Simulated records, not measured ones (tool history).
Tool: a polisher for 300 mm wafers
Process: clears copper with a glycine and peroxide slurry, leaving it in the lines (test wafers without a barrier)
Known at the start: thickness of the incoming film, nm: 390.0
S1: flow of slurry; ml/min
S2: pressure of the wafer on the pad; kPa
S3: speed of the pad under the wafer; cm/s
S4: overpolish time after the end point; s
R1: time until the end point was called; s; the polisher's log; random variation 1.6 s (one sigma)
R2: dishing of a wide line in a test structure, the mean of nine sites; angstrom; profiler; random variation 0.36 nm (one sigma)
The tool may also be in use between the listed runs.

run  hour   S1    S2  S3  S4      R1      R2
  1     0  270  11.7  76   9  155.55  166.04
  2   8.8  270  12.4  76  10  154.29  191.77
  3  13.5  270  12.4  76   8  147.78  153.13
  4  18.9  270  13.1  76   9  147.67  175.31
  5  22.1  270  13.8  76  10  145.01  197.92
  6    29  270  13.8  76   8  145.33  161.62

The next listed run, before its measurement:
  7  31.2  270  14.5  78   9   ?   ?

{"run 7": {"R1": 139.66, "R2": 185.62}}
